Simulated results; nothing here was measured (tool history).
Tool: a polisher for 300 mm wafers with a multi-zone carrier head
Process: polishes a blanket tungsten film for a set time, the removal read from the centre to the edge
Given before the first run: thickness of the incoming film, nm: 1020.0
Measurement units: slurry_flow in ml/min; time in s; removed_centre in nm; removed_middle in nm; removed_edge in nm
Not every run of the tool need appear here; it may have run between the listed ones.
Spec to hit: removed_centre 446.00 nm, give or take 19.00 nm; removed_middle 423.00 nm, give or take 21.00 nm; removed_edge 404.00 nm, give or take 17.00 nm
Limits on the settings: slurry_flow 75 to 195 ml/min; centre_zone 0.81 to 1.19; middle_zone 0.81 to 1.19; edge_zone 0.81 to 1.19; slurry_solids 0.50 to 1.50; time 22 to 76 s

Run 1, hour 0.0: slurry_flow 125 ml/min, centre_zone 1.00, middle_zone 1.00, edge_zone 1.00, slurry_solids 1.00, time 49 s. Result: removed_centre 357.36 nm, removed_middle 361.93 nm, removed_edge 365.48 nm.
Run 2, hour 8.7: slurry_flow 125 ml/min, centre_zone 1.07, middle_zone 1.00, edge_zone 1.00, slurry_solids 1.00, time 49 s. Result: removed_centre 381.39 nm, removed_middle 367.30 nm, removed_edge 352.08 nm.
Run 3, hour 14.4: slurry_flow 125 ml/min, centre_zone 1.07, middle_zone 1.00, edge_zone 0.95, slurry_solids 1.00, time 49 s. Result: removed_centre 374.88 nm, removed_middle 369.62 nm, removed_edge 342.06 nm.
Run 4, hour 18.6: slurry_flow 125 ml/min, centre_zone 1.01, middle_zone 1.00, edge_zone 0.95, slurry_solids 1.00, time 49 s. Result: removed_centre 357.71 nm, removed_middle 357.03 nm, removed_edge 350.54 nm.
Run 5, hour 24.6: slurry_flow 125 ml/min, centre_zone 0.98, middle_zone 1.00, edge_zone 0.95, slurry_solids 1.00, time 49 s. Result: removed_centre 356.11 nm, removed_middle 355.12 nm, removed_edge 344.52 nm.
Run 6, hour 27.7: slurry_flow 135 ml/min, centre_zone 1.01, middle_zone 1.00, edge_zone 0.96, slurry_solids 1.05, time 49 s. Result: removed_centre 370.94 nm, removed_middle 372.35 nm, removed_edge 360.93 nm.
Run 7, hour 34.8: slurry_flow 145 ml/min, centre_zone 1.04, middle_zone 0.99, edge_zone 0.97, slurry_solids 1.10, time 49 s. Result: removed_centre 382.41 nm, removed_middle 376.41 nm, removed_edge 366.34 nm.
Run 8, hour 38.1: slurry_flow 165 ml/min, centre_zone 1.14, middle_zone 1.01, edge_zone 1.00, slurry_solids 1.35, time 51 s. Result: removed_centre 476.69 nm, removed_middle 418.03 nm, removed_edge 400.31 nm.

Next run, 4 choices. One meets every target within its allowed miss, the rest don't. Which?
Run A, hour 41.4: slurry_flow 180 ml/min, centre_zone 1.00, middle_zone 1.00, edge_zone 0.92, slurry_solids 1.40, time 49 s. Result: removed_centre ?, removed_middle ?, removed_edge ?.
Run B, hour 41.4: slurry_flow 175 ml/min, centre_zone 1.06, middle_zone 1.18, edge_zone 1.04, slurry_solids 1.35, time 47 s. Result: removed_centre ?, removed_middle ?, removed_edge ?.
Run C, hour 41.4: slurry_flow 165 ml/min, centre_zone 1.10, middle_zone 1.02, edge_zone 1.00, slurry_solids 1.35, time 51 s. Result: removed_centre ?, removed_middle ?, removed_edge ?.
Run D, hour 41.4: slurry_flow 180 ml/min, centre_zone 1.19, middle_zone 0.94, edge_zone 0.93, slurry_solids 1.25, time 48 s. Result: removed_centre ?, removed_middle ?, removed_edge ?.

move  removed_centre  removed_middle  removed_edge
   A          409.70          405.78        381.96
   B          409.55          437.80        383.85
   C          454.23          420.13        406.79
   D          458.81          371.10        368.55
A: carries the result that was furthest off beyond its target, to the other side
B: carries the result that was furthest off beyond its target, to the other side
C: every result within its allowed miss
D: corrects the largest miss of the last run, while another result sits out of spec
C is the move that brings every result within its allowed miss.

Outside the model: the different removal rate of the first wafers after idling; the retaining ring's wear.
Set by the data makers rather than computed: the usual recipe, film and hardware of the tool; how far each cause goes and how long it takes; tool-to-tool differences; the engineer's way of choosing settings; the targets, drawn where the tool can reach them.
